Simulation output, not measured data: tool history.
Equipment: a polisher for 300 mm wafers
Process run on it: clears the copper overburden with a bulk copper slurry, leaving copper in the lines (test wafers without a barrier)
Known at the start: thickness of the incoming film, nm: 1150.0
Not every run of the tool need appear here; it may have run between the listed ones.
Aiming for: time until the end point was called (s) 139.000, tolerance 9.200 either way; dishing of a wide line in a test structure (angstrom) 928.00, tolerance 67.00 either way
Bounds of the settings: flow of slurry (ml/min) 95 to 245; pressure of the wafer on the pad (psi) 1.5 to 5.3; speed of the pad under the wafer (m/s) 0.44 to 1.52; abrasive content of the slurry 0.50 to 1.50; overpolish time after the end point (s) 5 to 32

| run | hour | flow of slurry (ml/min) | pressure of the wafer on the pad (psi) | speed of the pad under the wafer (m/s) | abrasive content of the slurry | overpolish time after the end point (s) | time until the end point was called (s) | dishing of a wide line in a test structure (angstrom) |
|---|---|---|---|---|---|---|---|---|
| 1 | 0.0 | 155 | 3.4 | 0.98 | 1.00 | 16 | 100.600 | 962.65 |
| 2 | 2.9 | 155 | 3.4 | 0.98 | 1.00 | 22 | 102.780 | 1217.00 |
| 3 | 7.9 | 155 | 3.4 | 0.98 | 0.95 | 22 | 98.435 | 1183.90 |
| 4 | 11.2 | 155 | 3.4 | 1.12 | 0.95 | 22 | 91.082 | 1260.50 |
|  | 12.1 | head pressure recalibrated |
| 5 | 12.1 | 135 | 3.4 | 1.12 | 0.95 | 22 | 86.440 | 1312.90 |
| 6 | 19.9 | 135 | 3.2 | 1.12 | 0.95 | 22 | 92.098 | 1248.40 |
| 7 | 23.9 | 135 | 3.0 | 1.12 | 0.95 | 22 | 96.316 | 1253.80 |
| 8 | 30.3 | 135 | 2.8 | 1.10 | 0.95 | 21 | 99.868 | 1148.40 |
| 9 | 37.8 | 135 | 2.6 | 1.08 | 0.95 | 21 | 101.950 | 1112.40 |
| 10 | 38.4 | 135 | 2.5 | 1.04 | 0.95 | 21 | 108.900 | 1034.60 |

Which one of the following 5 next-run settings gets every result inside its allowed miss? There is exactly one.
| A | 39.0 | 120 | 2.6 | 0.98 | 0.90 | 25 | ? | ? |
| B | 39.0 | 100 | 2.7 | 1.32 | 1.00 | 19 | ? | ? |
| C | 39.0 | 215 | 2.3 | 0.94 | 0.95 | 19 | ? | ? |
| D | 39.0 | 140 | 1.6 | 1.06 | 0.80 | 23 | ? | ? |
| E | 39.0 | 135 | 2.2 | 0.86 | 1.15 | 18 | ? | ? |

| move | time until the end point was called (s) | dishing of a wide line in a test structure (angstrom) |
|---|---|---|
| A | 121.540 | 1143.80 |
| B | 91.600 | 1153.50 |
| C | 120.080 | 963.06 |
| D | 140.320 | 958.33 |
| E | 138.840 | 838.63 |
A: just as far off the targets as the last run
B: misses by more than the last run did
C: closes in on the targets versus the last run, not all within tolerance yet
D: all results in spec
E: meets the target for the result that was furthest off, but another lies outside its allowed miss
The right move is D.

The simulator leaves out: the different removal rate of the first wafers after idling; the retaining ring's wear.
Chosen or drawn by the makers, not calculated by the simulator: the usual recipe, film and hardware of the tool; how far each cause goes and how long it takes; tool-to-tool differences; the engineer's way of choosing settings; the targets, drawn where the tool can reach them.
